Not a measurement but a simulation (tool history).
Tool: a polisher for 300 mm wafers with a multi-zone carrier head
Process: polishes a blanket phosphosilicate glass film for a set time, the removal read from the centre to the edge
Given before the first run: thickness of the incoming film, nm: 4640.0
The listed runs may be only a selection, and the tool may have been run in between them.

run  hour  flow of slurry (ml/min)  pressure of the head's centre zone  pressure of the head's middle zone  pressure of the head's edge zone  abrasive content of the slurry  polishing time (s)  film removed at the wafer's centre (nm)  film removed at mid-radius (nm)  film removed at the wafer's edge (nm)
  1     0                      290                                   1                                   1                                 1                               1                  43                                   405.64                              412                                  404.2
  2   4.1                      290                                   1                                   1                              1.03                               1                  43                                   405.04                           413.57                                 411.34
  3   5.1                      220                                   1                                   1                              1.03                               1                  43                                   393.36                           403.26                                 402.33
  4  10.2                      220                                   1                                1.08                              1.03                               1                  43                                   395.89                            425.3                                 403.41
  5    19                      220                                0.99                                1.05                              1.01                            0.95                  41                                   361.44                           392.07                                 373.02
  6  27.2                      220                                0.99                                1.02                                 1                             0.9                  39                                   338.16                           350.64                                 346.83
  7    34                      220                                0.98                                1.01                              0.98                            0.85                  38                                   326.59                            339.2                                 323.49
  8  39.5                      215                                0.96                                0.99                              0.98                             0.8                  37                                   302.88                           314.39                                 314.89
  9  48.5                      215                                0.95                                0.98                              0.96                            0.75                  36                                   287.22                           301.12                                 291.77
 10    57                      210                                0.94                                0.96                              0.95                             0.7                  36                                   272.44                           288.67                                 283.92
 11  63.3                      210                                0.94                                0.94                              0.94                            0.65                  36                                   268.74                           267.19                                 276.56

Predict the results of run 12:
 12  71.4                      210                                0.93                                0.93                              0.93                            0.65                  36                                        ?                                ?                                      ?

Logged for run 12: film removed at the wafer's centre (nm) 262.27, film removed at mid-radius (nm) 266.02, film removed at the wafer's edge (nm) 278.71.

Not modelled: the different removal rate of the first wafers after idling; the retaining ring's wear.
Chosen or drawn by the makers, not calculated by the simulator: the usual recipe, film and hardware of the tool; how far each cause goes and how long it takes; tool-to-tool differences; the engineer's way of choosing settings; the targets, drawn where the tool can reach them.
